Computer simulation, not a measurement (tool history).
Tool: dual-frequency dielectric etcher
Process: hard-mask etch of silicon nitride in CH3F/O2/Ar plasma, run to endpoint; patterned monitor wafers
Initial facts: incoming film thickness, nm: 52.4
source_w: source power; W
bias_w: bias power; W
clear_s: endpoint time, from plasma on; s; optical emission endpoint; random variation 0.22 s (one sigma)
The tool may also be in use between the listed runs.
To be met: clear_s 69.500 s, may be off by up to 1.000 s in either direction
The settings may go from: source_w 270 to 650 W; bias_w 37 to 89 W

Run 1, hour 0.0: source_w 460 W, bias_w 63 W. Result: clear_s 73.798 s.
Run 2, hour 5.9: source_w 480 W, bias_w 63 W. Result: clear_s 72.412 s.
Run 3, hour 8.5: source_w 480 W, bias_w 56 W. Result: clear_s 75.332 s.
Run 4, hour 10.5: source_w 500 W, bias_w 56 W. Result: clear_s 73.466 s.
Run 5, hour 14.1: source_w 510 W, bias_w 56 W. Result: clear_s 73.007 s.
Run 6, hour 21.4: source_w 480 W, bias_w 56 W. Result: clear_s 75.503 s.
Run 7, hour 29.7: source_w 480 W, bias_w 56 W. Result: clear_s 75.025 s.
Run 8, hour 37.2: source_w 500 W, bias_w 56 W. Result: clear_s 73.649 s.
Run 9, hour 37.9: source_w 510 W, bias_w 56 W. Result: clear_s 72.958 s.
Run 10, hour 39.5: source_w 520 W, bias_w 56 W. Result: clear_s 72.400 s.
Run 11, hour 40.2: source_w 530 W, bias_w 56 W. Result: clear_s 72.149 s.
Run 12, hour 47.3: source_w 580 W, bias_w 57 W. Result: clear_s 68.386 s.

Which one of the following 4 next-run settings gets every result inside its allowed miss? There is exactly one.
Run A, hour 54.4: source_w 570 W, bias_w 50 W. Result: clear_s ?.
Run B, hour 54.4: source_w 610 W, bias_w 50 W. Result: clear_s ?.
Run C, hour 54.4: source_w 590 W, bias_w 61 W. Result: clear_s ?.
Run D, hour 54.4: source_w 610 W, bias_w 57 W. Result: clear_s ?.

move  clear_s
   A   71.928
   B   69.602
   C   66.122
   D   66.612
A: takes the biggest miss from the last run beyond its target
B: every result lands within tolerance
C: further off than the last run
D: further off than the last run
B is the move that brings every result within its allowed miss.
